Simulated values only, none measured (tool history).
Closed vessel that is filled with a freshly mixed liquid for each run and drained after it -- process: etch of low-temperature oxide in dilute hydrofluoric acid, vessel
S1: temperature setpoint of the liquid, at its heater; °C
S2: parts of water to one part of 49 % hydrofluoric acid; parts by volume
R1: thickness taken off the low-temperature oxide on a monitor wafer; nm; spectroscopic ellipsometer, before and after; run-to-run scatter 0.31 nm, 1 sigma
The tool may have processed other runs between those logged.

{"run": 1, "hour": 0.0, "S1": 21.0, "S2": 220, "time in the liquid (s)": 180, "R1": 22.592}
{"run": 2, "hour": 4.5, "S1": 22.5, "S2": 200, "time in the liquid (s)": 180, "R1": 26.873}
{"run": 3, "hour": 7.3, "S1": 25.0, "S2": 200, "time in the liquid (s)": 180, "R1": 29.823}
{"run": 4, "hour": 14.7, "S1": 27.5, "S2": 200, "time in the liquid (s)": 180, "R1": 32.482}
{"run": 5, "hour": 19.3, "S1": 27.5, "S2": 150, "time in the liquid (s)": 180, "R1": 45.835}
{"run": 6, "hour": 24.7, "S1": 28.0, "S2": 145, "time in the liquid (s)": 180, "R1": 48.779}

What does the tool deliver on the next run?
{"run": 7, "hour": 29.0, "S1": 28.0, "S2": 145, "time in the liquid (s)": 180, "R1": "?"}

For run 7 the tool returned R1 48.988 nm.
